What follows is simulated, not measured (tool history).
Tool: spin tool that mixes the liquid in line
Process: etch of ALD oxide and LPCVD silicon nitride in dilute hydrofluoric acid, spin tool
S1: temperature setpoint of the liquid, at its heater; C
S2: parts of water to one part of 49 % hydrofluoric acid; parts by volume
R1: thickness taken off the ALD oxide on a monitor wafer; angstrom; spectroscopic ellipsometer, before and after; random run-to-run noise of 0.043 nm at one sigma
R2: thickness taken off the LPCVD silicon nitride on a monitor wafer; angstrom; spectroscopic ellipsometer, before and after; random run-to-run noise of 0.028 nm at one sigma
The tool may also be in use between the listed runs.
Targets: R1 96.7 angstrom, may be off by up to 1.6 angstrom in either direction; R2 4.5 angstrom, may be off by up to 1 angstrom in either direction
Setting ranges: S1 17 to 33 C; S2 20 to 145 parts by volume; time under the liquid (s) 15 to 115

run 1 hour=0 | S1=25 S2=80 time_under_the_liquid_(s)=60 | R1=113.24 R2=4.7623
run 2 hour=4 | S1=25 S2=100 time_under_the_liquid_(s)=60 | R1=89.042 R2=3.7519
run 3 hour=12.3 | S1=25.5 S2=100 time_under_the_liquid_(s)=60 | R1=90.498 R2=3.5358
run 4 hour=16.3 | S1=25.5 S2=100 time_under_the_liquid_(s)=80 | R1=120.26 R2=5.517
run 5 hour=22.7 | S1=24 S2=100 time_under_the_liquid_(s)=80 | R1=113.09 R2=4.1394
run 6 hour=30.5 | S1=24 S2=100 time_under_the_liquid_(s)=95 | R1=134.81 R2=5.8749
run 7 hour=32.8 | S1=22.5 S2=105 time_under_the_liquid_(s)=95 | R1=119.79 R2=5.2743
run 8 hour=34.2 | S1=21 S2=105 time_under_the_liquid_(s)=95 | R1=112.86 R2=4.1466
run 9 hour=40.8 | S1=20.5 S2=110 time_under_the_liquid_(s)=95 | R1=105.27 R2=3.9233

Exercise: of the 4 proposed moves below, exactly one satisfies all targets within the stated allowed misses. Which move is it?
run A hour=47.4 | S1=23.5 S2=145 time_under_the_liquid_(s)=110 | R1=? R2=?
run B hour=47.4 | S1=24.5 S2=145 time_under_the_liquid_(s)=105 | R1=? R2=?
run C hour=47.4 | S1=23 S2=135 time_under_the_liquid_(s)=105 | R1=? R2=?
run D hour=47.4 | S1=25.5 S2=140 time_under_the_liquid_(s)=95 | R1=? R2=?

move=A R1=99.778 R2=4.0477
move=B R1=98.909 R2=4.1182
move=C R1=101.55 R2=4.0163
move=D R1=96.814 R2=4.1111
A: moves toward the targets from the last run without getting all of them in spec
B: moves toward the targets from the last run without getting all of them in spec
C: moves toward the targets from the last run without getting all of them in spec
D: each result inside its tolerance
D meets every target.
